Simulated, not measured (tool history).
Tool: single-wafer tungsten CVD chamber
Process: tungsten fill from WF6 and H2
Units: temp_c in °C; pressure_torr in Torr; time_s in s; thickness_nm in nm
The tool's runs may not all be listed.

Run 1, hour 0.0: temp_c 390 °C, pressure_torr 46.4 Torr, time_s 14.5 s. Result: thickness_nm 42.896 nm.
Run 2, hour 1.5: temp_c 387 °C, pressure_torr 46.2 Torr, time_s 14.5 s. Result: thickness_nm 40.744 nm.
Run 3, hour 9.9: temp_c 384 °C, pressure_torr 46.0 Torr, time_s 14.5 s. Result: thickness_nm 38.352 nm.
Run 4, hour 17.9: temp_c 384 °C, pressure_torr 51.9 Torr, time_s 14.5 s. Result: thickness_nm 41.664 nm.
Run 5, hour 23.8: temp_c 384 °C, pressure_torr 51.9 Torr, time_s 14.5 s. Result: thickness_nm 41.911 nm.
Run 6, hour 30.8: temp_c 381 °C, pressure_torr 51.7 Torr, time_s 14.5 s. Result: thickness_nm 39.819 nm.

The next listed run, before its measurement:
Run 7, hour 34.3: temp_c 378 °C, pressure_torr 51.5 Torr, time_s 14.5 s. Result: thickness_nm ?.

{"run 7": {"thickness_nm": 37.4}}
